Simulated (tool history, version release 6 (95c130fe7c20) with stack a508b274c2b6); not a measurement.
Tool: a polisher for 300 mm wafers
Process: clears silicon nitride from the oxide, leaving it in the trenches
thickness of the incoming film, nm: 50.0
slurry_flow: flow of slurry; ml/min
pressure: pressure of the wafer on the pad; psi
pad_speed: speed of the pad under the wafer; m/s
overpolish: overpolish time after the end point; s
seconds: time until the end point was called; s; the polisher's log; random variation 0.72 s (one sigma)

{"run": 1, "day": 0.0, "slurry_flow": 260, "pressure": 2.2, "pad_speed": 0.76, "overpolish": 29, "seconds": 81.363}
{"run": 2, "day": 0.296, "slurry_flow": 285, "pressure": 2.2, "pad_speed": 0.76, "overpolish": 29, "seconds": 78.828}
{"run": 3, "day": 0.421, "slurry_flow": 290, "pressure": 2.5, "pad_speed": 0.76, "overpolish": 29, "seconds": 71.866}
{"run": 4, "day": 0.483, "slurry_flow": 290, "pressure": 2.8, "pad_speed": 0.78, "overpolish": 29, "seconds": 64.597}
{"run": 5, "day": 0.754, "slurry_flow": 290, "pressure": 3.0, "pad_speed": 0.8, "overpolish": 29, "seconds": 60.924}
{"run": 6, "day": 0.996, "slurry_flow": 290, "pressure": 3.0, "pad_speed": 0.8, "overpolish": 29, "seconds": 61.266}
{"run": 7, "day": 1.304, "slurry_flow": 295, "pressure": 3.1, "pad_speed": 0.82, "overpolish": 29, "seconds": 56.842}

Forecast run 8:
{"run": 8, "day": 1.375, "slurry_flow": 295, "pressure": 3.2, "pad_speed": 0.82, "overpolish": 29, "seconds": "?"}

{"run 8": {"seconds": 57.004}}

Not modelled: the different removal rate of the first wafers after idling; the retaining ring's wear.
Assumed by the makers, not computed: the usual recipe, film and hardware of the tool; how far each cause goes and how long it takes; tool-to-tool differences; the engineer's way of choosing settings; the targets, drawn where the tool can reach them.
